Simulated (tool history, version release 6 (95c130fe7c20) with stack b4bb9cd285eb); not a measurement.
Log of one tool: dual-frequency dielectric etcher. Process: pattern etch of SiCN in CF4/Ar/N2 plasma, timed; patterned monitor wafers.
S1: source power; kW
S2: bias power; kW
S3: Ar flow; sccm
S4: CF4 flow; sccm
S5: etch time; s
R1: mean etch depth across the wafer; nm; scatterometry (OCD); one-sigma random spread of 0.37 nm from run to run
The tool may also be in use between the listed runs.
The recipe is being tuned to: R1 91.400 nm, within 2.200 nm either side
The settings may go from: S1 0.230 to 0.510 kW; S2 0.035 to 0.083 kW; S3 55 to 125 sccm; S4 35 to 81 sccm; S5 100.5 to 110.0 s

| run | hour | S1 | S2 | S3 | S4 | S5 | R1 |
|---|---|---|---|---|---|---|---|
| 1 | 0.0 | 0.370 | 0.059 | 90 | 58 | 110.0 | 71.121 |
| 2 | 6.7 | 0.370 | 0.059 | 79 | 58 | 110.0 | 71.667 |
| 3 | 15.6 | 0.400 | 0.060 | 79 | 58 | 110.0 | 76.243 |
| 4 | 20.0 | 0.430 | 0.061 | 79 | 58 | 110.0 | 81.166 |
| 5 | 28.2 | 0.430 | 0.061 | 79 | 62 | 110.0 | 81.355 |
| 6 | 28.9 | 0.450 | 0.062 | 79 | 62 | 110.0 | 84.418 |
| 7 | 35.8 | 0.450 | 0.062 | 79 | 62 | 110.0 | 84.426 |
| 8 | 43.1 | 0.460 | 0.062 | 79 | 62 | 110.0 | 85.699 |
| 9 | 48.2 | 0.460 | 0.062 | 79 | 62 | 110.0 | 85.499 |
| 10 | 51.1 | 0.470 | 0.062 | 79 | 62 | 110.0 | 86.352 |
| 11 | 59.0 | 0.480 | 0.062 | 79 | 62 | 110.0 | 87.738 |

Exactly one of the 5 candidate moves below puts every result within its allowed miss. Which one?
| A | 66.9 | 0.510 | 0.062 | 65 | 57 | 108.5 | ? |
| B | 66.9 | 0.490 | 0.061 | 59 | 64 | 103.5 | ? |
| C | 66.9 | 0.460 | 0.064 | 79 | 58 | 110.0 | ? |
| D | 66.9 | 0.460 | 0.065 | 71 | 57 | 104.5 | ? |
| E | 66.9 | 0.500 | 0.068 | 74 | 60 | 102.5 | ? |

| move | R1 |
|---|---|
| A | 91.200 |
| B | 86.482 |
| C | 85.822 |
| D | 82.790 |
| E | 87.752 |
A: all results in spec
B: misses by more than the last run did
C: misses by more than the last run did
D: misses by more than the last run did
E: just as far off the targets as the last run
The right move is A.
